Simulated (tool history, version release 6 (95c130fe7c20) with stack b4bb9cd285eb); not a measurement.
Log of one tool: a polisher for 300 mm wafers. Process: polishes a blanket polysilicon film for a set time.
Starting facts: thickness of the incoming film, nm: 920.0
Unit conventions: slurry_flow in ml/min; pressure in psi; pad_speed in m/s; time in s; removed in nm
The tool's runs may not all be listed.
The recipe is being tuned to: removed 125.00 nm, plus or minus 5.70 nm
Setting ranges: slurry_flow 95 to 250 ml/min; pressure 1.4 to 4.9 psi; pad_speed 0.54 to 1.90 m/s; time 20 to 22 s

| run | hour | slurry_flow | pressure | pad_speed | time | removed |
|---|---|---|---|---|---|---|
| 1 | 0.0 | 160 | 3.1 | 1.22 | 22 | 258.10 |
| 2 | 6.7 | 160 | 3.1 | 1.22 | 20 | 228.44 |
| 3 | 8.0 | 160 | 3.1 | 1.00 | 20 | 193.99 |
| 4 | 11.2 | 160 | 3.1 | 0.70 | 20 | 133.98 |
| 5 | 12.1 | 180 | 3.1 | 0.70 | 20 | 139.60 |
|  | 17.8 | worn pad replaced by a new one |
| 6 | 17.8 | 175 | 3.0 | 0.70 | 20 | 144.57 |
| 7 | 23.4 | 165 | 2.9 | 0.70 | 20 | 142.91 |
| 8 | 28.7 | 165 | 2.4 | 0.68 | 20 | 114.90 |

Exercise: of the 4 proposed moves below, exactly one satisfies all targets within the stated allowed misses. Which move is it?
| A | 34.0 | 140 | 2.8 | 0.60 | 21 | ? |
| B | 34.0 | 180 | 1.8 | 0.82 | 22 | ? |
| C | 34.0 | 175 | 2.9 | 0.54 | 20 | ? |
| D | 34.0 | 190 | 2.2 | 0.70 | 20 | ? |

| move | removed |
|---|---|
| A | 124.18 |
| B | 117.79 |
| C | 113.63 |
| D | 112.17 |
A: all results in spec
B: moves toward the targets from the last run without getting all of them in spec
C: the biggest miss grows against the last run
D: the biggest miss grows against the last run
Correct choice: A, which meets every target
